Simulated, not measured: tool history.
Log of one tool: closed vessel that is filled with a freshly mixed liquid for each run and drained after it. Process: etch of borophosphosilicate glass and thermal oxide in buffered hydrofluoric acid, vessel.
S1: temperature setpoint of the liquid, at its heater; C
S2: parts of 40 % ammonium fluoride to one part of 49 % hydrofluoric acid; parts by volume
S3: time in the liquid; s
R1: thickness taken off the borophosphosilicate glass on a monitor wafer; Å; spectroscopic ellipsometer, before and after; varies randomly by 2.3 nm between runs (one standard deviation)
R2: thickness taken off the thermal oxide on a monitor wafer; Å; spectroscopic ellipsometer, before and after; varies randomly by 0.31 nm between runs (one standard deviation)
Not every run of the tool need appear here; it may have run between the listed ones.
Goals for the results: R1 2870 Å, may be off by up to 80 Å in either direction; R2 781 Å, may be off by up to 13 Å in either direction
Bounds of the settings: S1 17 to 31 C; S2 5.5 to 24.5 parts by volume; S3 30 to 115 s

run	day	S1	S2	S3	R1	R2
1	0	23	15	60	1711.9	463.55
2	0.167	20	15	60	1427.2	392.1
3	0.392	21.5	15	60	1560.1	423.42
4	0.475	22.5	15	60	1648.4	452.15
5	0.833	24	15	60	1796.5	487.61
6	1.058	25	15	60	1879.6	517.58
7	1.167	25.5	15	60	1932.5	530.37
8	1.258	26	15	60	1976.2	543.92
9	1.442	26.5	15	60	2049.1	556.36
10	1.692	27	15	60	2072.8	573.22
11	1.996	27.5	15	60	2140.6	586.19
12	2.108	31	13	60	2983.3	812.47

Of the 4 settings listed for the next run, only one would bring every result within its allowed miss of target. Which one?
A	2.221	27	9.5	55	?	?
B	2.221	28.5	8.5	45	?	?
C	2.221	30	9.5	50	?	?
D	2.221	27.5	6.5	35	?	?

move	R1	R2
A	2944.1	804.97
B	2869.2	784.38
C	3126.9	856.22
D	2795.3	761.3
A: moves toward the targets from the last run without getting all of them in spec
B: all results in spec
C: its largest miss is bigger than the last run's
D: takes the biggest miss from the last run beyond its target
Answer: B
